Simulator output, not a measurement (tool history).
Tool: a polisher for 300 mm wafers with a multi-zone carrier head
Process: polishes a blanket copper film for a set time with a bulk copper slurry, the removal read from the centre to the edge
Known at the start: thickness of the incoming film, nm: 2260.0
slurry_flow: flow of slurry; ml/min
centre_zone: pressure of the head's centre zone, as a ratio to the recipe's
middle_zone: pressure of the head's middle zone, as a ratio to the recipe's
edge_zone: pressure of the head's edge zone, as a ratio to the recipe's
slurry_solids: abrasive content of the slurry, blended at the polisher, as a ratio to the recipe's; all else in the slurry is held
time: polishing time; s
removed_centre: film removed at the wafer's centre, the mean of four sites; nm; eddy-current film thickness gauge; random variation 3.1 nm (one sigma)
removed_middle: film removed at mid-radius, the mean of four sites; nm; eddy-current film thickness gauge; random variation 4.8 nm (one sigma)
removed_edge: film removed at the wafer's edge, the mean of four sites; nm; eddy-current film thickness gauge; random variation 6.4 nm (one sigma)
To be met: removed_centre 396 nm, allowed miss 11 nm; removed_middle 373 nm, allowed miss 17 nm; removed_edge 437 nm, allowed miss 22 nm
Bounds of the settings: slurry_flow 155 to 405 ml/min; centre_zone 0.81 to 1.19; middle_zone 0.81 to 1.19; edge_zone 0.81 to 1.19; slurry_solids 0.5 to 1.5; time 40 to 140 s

run,hour,slurry_flow,centre_zone,middle_zone,edge_zone,slurry_solids,time,removed_centre,removed_middle,removed_edge
1,0,260,1,1,1,1,90,549.14,513.28,565.53
2,8.8,260,1,0.96,1,1,90,543.92,512.88,547.41
3,12.8,250,1,0.95,1.04,0.85,86,508.63,464.39,524.9
4,14.5,250,1,0.95,0.96,0.85,86,499,467.32,505.63
5,17.2,245,0.98,0.92,0.97,0.75,84,472.77,429.61,467.07
6,25.2,280,0.98,0.92,0.97,0.75,84,477.14,426.41,483.46
7,29.2,280,0.94,0.9,0.96,0.7,84,460.41,430.12,479.08
8,30.5,280,0.94,0.9,0.96,0.7,84,461.63,426.11,498.12
# hour 32.8: edge zone pressure recalibrated
9,32.8,270,0.93,0.89,0.95,0.65,83,436.86,409.14,455.71

5 next moves are on the table. One of them brings every result within its allowed miss. Which?
A,35.1,220,0.84,0.99,1.01,0.6,84,?,?,?
B,35.1,275,0.88,0.84,0.96,0.9,75,?,?,?
C,35.1,225,0.83,0.92,0.87,0.55,91,?,?,?
D,35.1,205,0.9,1.07,0.89,0.7,77,?,?,?
E,35.1,400,0.86,0.92,1.05,0.7,79,?,?,?

move,removed_centre,removed_middle,removed_edge
A,389.73,438.01,465.17
B,400.45,374.16,445.4
C,411.67,440.6,470.13
D,391.04,437.84,414.97
E,405.62,416.76,473.29
A: brings the result that was furthest off to its target, and leaves another outside
B: meets every target
C: further off than the last run
D: brings the result that was furthest off to its target, and leaves another outside
E: brings the result that was furthest off to its target, and leaves another outside
The right move is B.

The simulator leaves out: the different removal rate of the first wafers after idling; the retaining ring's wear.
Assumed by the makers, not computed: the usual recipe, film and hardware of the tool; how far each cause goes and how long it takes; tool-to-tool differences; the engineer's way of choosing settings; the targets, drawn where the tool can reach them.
